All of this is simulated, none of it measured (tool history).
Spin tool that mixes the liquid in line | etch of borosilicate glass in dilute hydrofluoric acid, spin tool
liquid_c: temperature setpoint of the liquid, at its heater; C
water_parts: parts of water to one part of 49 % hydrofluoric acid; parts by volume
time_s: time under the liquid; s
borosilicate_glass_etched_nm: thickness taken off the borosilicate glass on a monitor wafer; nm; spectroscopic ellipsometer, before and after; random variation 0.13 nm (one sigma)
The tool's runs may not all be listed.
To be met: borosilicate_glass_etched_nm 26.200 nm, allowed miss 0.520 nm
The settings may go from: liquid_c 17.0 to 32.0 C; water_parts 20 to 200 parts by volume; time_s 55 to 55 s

Run 1, hour 0.0: liquid_c 24.0 C, water_parts 110 parts by volume, time_s 55 s. Result: borosilicate_glass_etched_nm 14.466 nm.
Run 2, hour 7.4: liquid_c 24.0 C, water_parts 90 parts by volume, time_s 55 s. Result: borosilicate_glass_etched_nm 18.220 nm.
Run 3, hour 10.4: liquid_c 25.5 C, water_parts 90 parts by volume, time_s 55 s. Result: borosilicate_glass_etched_nm 19.256 nm.
Run 4, hour 19.3: liquid_c 26.5 C, water_parts 90 parts by volume, time_s 55 s. Result: borosilicate_glass_etched_nm 20.004 nm.
Run 5, hour 25.7: liquid_c 26.5 C, water_parts 110 parts by volume, time_s 55 s. Result: borosilicate_glass_etched_nm 15.808 nm.
Run 6, hour 31.8: liquid_c 26.5 C, water_parts 110 parts by volume, time_s 55 s. Result: borosilicate_glass_etched_nm 15.882 nm.
Run 7, hour 35.5: liquid_c 27.5 C, water_parts 105 parts by volume, time_s 55 s. Result: borosilicate_glass_etched_nm 17.384 nm.
Run 8, hour 38.9: liquid_c 28.5 C, water_parts 100 parts by volume, time_s 55 s. Result: borosilicate_glass_etched_nm 19.125 nm.
Run 9, hour 39.9: liquid_c 29.0 C, water_parts 95 parts by volume, time_s 55 s. Result: borosilicate_glass_etched_nm 20.793 nm.
At hour 48.4: thermometer replaced.
Run 10, hour 48.4: liquid_c 29.5 C, water_parts 95 parts by volume, time_s 55 s. Result: borosilicate_glass_etched_nm 20.316 nm.
Run 11, hour 54.7: liquid_c 29.5 C, water_parts 95 parts by volume, time_s 55 s. Result: borosilicate_glass_etched_nm 20.086 nm.

Which of these 4 next moves meets every target?
Run A, hour 61.0: liquid_c 26.5 C, water_parts 65 parts by volume, time_s 55 s. Result: borosilicate_glass_etched_nm ?.
Run B, hour 61.0: liquid_c 29.5 C, water_parts 75 parts by volume, time_s 55 s. Result: borosilicate_glass_etched_nm ?.
Run C, hour 61.0: liquid_c 28.5 C, water_parts 70 parts by volume, time_s 55 s. Result: borosilicate_glass_etched_nm ?.
Run D, hour 61.0: liquid_c 29.5 C, water_parts 70 parts by volume, time_s 55 s. Result: borosilicate_glass_etched_nm ?.

move  borosilicate_glass_etched_nm
   A                        27.432
   B                        26.362
   C                        27.369
   D                        28.453
A: takes the result that was furthest off past its target
B: meets every target
C: takes the result that was furthest off past its target
D: takes the result that was furthest off past its target
The right move is B.
